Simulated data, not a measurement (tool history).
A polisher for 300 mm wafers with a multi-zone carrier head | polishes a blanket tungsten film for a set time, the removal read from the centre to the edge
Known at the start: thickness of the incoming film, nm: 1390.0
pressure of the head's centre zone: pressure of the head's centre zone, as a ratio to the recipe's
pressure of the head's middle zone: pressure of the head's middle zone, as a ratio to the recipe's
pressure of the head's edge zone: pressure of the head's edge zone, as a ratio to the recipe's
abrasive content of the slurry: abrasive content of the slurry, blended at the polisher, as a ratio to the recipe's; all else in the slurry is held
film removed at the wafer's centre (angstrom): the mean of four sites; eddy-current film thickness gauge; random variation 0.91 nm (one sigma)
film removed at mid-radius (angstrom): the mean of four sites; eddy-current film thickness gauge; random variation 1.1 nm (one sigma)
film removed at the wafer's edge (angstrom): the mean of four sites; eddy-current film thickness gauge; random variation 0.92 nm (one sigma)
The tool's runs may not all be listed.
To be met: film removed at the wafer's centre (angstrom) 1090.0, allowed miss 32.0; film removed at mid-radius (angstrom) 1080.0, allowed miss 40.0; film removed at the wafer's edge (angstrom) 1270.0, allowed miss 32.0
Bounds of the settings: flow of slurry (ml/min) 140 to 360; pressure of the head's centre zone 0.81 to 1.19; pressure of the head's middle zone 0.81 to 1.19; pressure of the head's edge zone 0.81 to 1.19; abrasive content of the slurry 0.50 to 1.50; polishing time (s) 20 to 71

run,hour,flow of slurry (ml/min),pressure of the head's centre zone,pressure of the head's middle zone,pressure of the head's edge zone,abrasive content of the slurry,polishing time (s),film removed at the wafer's centre (angstrom),film removed at mid-radius (angstrom),film removed at the wafer's edge (angstrom)
1,0.0,230,1.00,1.00,1.00,1.00,45,2166.1,2183.3,2141.3
2,4.5,215,0.97,0.96,1.00,0.90,41,1840.7,1838.5,1844.7
3,11.4,215,0.97,0.96,1.00,0.90,30,1363.7,1335.2,1365.8
4,17.7,245,0.97,0.96,1.00,0.90,30,1366.6,1354.4,1383.4
5,21.4,245,0.94,0.92,1.01,0.85,30,1316.8,1287.4,1383.1
6,26.6,240,0.91,0.89,1.00,0.80,30,1259.8,1237.8,1365.6
7,29.3,235,0.89,0.87,0.99,0.75,30,1167.7,1178.7,1322.8
8,31.7,170,0.89,0.81,0.97,0.75,30,1126.1,1056.9,1254.1

4 next moves are on the table. One of them brings every result within its allowed miss. Which?
A,34.1,195,0.92,0.82,1.00,0.85,28,?,?,?
B,34.1,160,0.92,0.83,0.99,0.80,30,?,?,?
C,34.1,155,0.85,0.81,0.95,0.75,31,?,?,?
D,34.1,140,0.92,0.81,0.91,1.15,28,?,?,?

move,film removed at the wafer's centre (angstrom),film removed at mid-radius (angstrom),film removed at the wafer's edge (angstrom)
A,1140.6,1069.1,1238.4
B,1160.1,1102.3,1268.8
C,1083.1,1091.3,1258.3
D,1161.3,1085.5,1233.9
A: further off than the last run
B: further off than the last run
C: meets every target
D: further off than the last run
Answer: C

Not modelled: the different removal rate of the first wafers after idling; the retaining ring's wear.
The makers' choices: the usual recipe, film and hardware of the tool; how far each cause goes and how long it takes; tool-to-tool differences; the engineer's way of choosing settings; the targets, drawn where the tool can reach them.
